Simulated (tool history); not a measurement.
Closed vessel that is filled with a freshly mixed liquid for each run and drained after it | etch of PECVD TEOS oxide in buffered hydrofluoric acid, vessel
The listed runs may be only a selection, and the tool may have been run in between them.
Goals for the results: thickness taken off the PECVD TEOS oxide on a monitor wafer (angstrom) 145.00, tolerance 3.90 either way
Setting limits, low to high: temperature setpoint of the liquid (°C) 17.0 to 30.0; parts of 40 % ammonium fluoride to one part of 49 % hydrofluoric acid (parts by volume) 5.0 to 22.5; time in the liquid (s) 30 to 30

| run | hour | temperature setpoint of the liquid (°C) | parts of 40 % ammonium fluoride to one part of 49 % hydrofluoric acid (parts by volume) | time in the liquid (s) | thickness taken off the PECVD TEOS oxide on a monitor wafer (angstrom) |
|---|---|---|---|---|---|
| 1 | 0.0 | 22.0 | 13.5 | 30 | 268.01 |
| 2 | 1.4 | 22.0 | 13.5 | 30 | 271.78 |
| 3 | 2.5 | 21.0 | 14.5 | 30 | 235.87 |
| 4 | 9.1 | 21.0 | 17.0 | 30 | 202.67 |
|  | 18.0 | hydrofluoric acid flow meter replaced |
| 5 | 18.0 | 21.0 | 14.5 | 30 | 214.78 |
| 6 | 20.4 | 24.5 | 14.5 | 30 | 259.93 |
| 7 | 26.2 | 23.0 | 15.5 | 30 | 222.11 |
| 8 | 31.8 | 22.0 | 16.5 | 30 | 196.83 |
| 9 | 34.8 | 21.0 | 17.0 | 30 | 182.60 |
| 10 | 40.8 | 20.0 | 17.0 | 30 | 171.62 |
| 11 | 46.8 | 20.0 | 17.0 | 30 | 170.46 |
| 12 | 55.6 | 19.5 | 17.0 | 30 | 167.09 |
| 13 | 59.3 | 19.0 | 17.0 | 30 | 163.29 |
| 14 | 65.3 | 18.5 | 17.0 | 30 | 156.66 |
| 15 | 73.2 | 18.0 | 17.0 | 30 | 154.50 |
| 16 | 77.8 | 17.5 | 17.0 | 30 | 149.67 |

4 next moves are on the table. One of them brings every result within its allowed miss. Which?
| A | 82.4 | 19.0 | 18.0 | 30 | ? |
| B | 82.4 | 17.0 | 16.0 | 30 | ? |
| C | 82.4 | 18.0 | 18.0 | 30 | ? |
| D | 82.4 | 17.0 | 18.0 | 30 | ? |

| move | thickness taken off the PECVD TEOS oxide on a monitor wafer (angstrom) |
|---|---|
| A | 153.19 |
| B | 153.57 |
| C | 144.75 |
| D | 136.72 |
A: further off than the last run
B: further off than the last run
C: every result lands within tolerance
D: moves the result that the last run missed by most past its target, out the other side
Answer: C
